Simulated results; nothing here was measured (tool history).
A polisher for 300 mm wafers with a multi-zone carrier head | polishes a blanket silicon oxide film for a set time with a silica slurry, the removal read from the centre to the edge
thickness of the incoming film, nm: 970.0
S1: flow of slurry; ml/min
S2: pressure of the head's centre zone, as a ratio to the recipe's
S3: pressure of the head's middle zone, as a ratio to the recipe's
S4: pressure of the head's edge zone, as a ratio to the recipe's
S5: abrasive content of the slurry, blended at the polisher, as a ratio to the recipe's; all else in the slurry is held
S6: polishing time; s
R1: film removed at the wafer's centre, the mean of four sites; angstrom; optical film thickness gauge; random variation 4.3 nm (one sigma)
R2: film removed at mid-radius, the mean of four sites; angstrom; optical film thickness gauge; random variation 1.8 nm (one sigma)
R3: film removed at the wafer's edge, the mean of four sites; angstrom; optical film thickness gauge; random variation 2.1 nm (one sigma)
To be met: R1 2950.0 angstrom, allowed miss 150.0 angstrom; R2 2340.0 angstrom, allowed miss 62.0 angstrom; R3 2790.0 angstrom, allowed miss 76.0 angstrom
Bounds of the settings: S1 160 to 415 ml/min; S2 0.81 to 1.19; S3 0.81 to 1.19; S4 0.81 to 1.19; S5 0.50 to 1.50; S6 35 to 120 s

Run 1, hour 0.0: S1 265 ml/min, S2 1.00, S3 1.00, S4 1.00, S5 1.00, S6 77 s. Result: R1 3396.3 angstrom, R2 3300.6 angstrom, R3 3503.1 angstrom.
Run 2, hour 7.4: S1 255 ml/min, S2 1.01, S3 0.95, S4 0.97, S5 0.90, S6 77 s. Result: R1 3252.5 angstrom, R2 3009.6 angstrom, R3 3319.9 angstrom.
Run 3, hour 13.4: S1 250 ml/min, S2 1.02, S3 0.92, S4 0.94, S5 0.85, S6 77 s. Result: R1 3232.1 angstrom, R2 2875.2 angstrom, R3 3202.0 angstrom.
Run 4, hour 15.8: S1 245 ml/min, S2 1.03, S3 0.89, S4 0.92, S5 0.80, S6 77 s. Result: R1 3118.9 angstrom, R2 2740.5 angstrom, R3 3062.2 angstrom.
Run 5, hour 18.0: S1 285 ml/min, S2 1.03, S3 0.89, S4 0.92, S5 0.80, S6 77 s. Result: R1 3214.5 angstrom, R2 2750.5 angstrom, R3 3129.7 angstrom.
Run 6, hour 23.3: S1 315 ml/min, S2 1.03, S3 0.89, S4 0.92, S5 0.80, S6 77 s. Result: R1 3264.7 angstrom, R2 2797.7 angstrom, R3 3098.2 angstrom.
Run 7, hour 28.2: S1 305 ml/min, S2 1.04, S3 0.87, S4 0.92, S5 0.75, S6 77 s. Result: R1 3065.6 angstrom, R2 2689.0 angstrom, R3 3061.3 angstrom.
Run 8, hour 35.0: S1 315 ml/min, S2 1.14, S3 0.81, S4 0.86, S5 0.55, S6 74 s. Result: R1 2786.8 angstrom, R2 2125.7 angstrom, R3 2514.1 angstrom.
Run 9, hour 37.4: S1 320 ml/min, S2 1.14, S3 0.82, S4 0.89, S5 0.55, S6 74 s. Result: R1 2797.9 angstrom, R2 2183.2 angstrom, R3 2563.3 angstrom.
At hour 39.2: edge zone pressure recalibrated.
Run 10, hour 39.2: S1 360 ml/min, S2 1.16, S3 0.83, S4 0.99, S5 0.60, S6 74 s. Result: R1 3124.7 angstrom, R2 2289.9 angstrom, R3 2696.9 angstrom.

Which of these 5 next moves meets every target?
Run A, hour 41.0: S1 400 ml/min, S2 1.19, S3 0.84, S4 0.98, S5 0.85, S6 62 s. Result: R1 ?, R2 ?, R3 ?.
Run B, hour 41.0: S1 335 ml/min, S2 1.17, S3 0.92, S4 0.99, S5 0.65, S6 69 s. Result: R1 ?, R2 ?, R3 ?.
Run C, hour 41.0: S1 320 ml/min, S2 1.09, S3 0.87, S4 0.95, S5 0.75, S6 67 s. Result: R1 ?, R2 ?, R3 ?.
Run D, hour 41.0: S1 340 ml/min, S2 1.08, S3 0.98, S4 1.01, S5 0.50, S6 76 s. Result: R1 ?, R2 ?, R3 ?.
Run E, hour 41.0: S1 300 ml/min, S2 1.05, S3 0.81, S4 0.97, S5 0.50, S6 85 s. Result: R1 ?, R2 ?, R3 ?.

move      R1      R2      R3
   A  3029.4  2244.3  2586.6
   B  2937.3  2379.5  2562.0
   C  2849.7  2330.1  2579.9
   D  2731.1  2479.9  2553.4
   E  2946.4  2340.4  2781.0
A: further off than the last run
B: further off than the last run
C: further off than the last run
D: further off than the last run
E: meets every target
Move E is the one to make.

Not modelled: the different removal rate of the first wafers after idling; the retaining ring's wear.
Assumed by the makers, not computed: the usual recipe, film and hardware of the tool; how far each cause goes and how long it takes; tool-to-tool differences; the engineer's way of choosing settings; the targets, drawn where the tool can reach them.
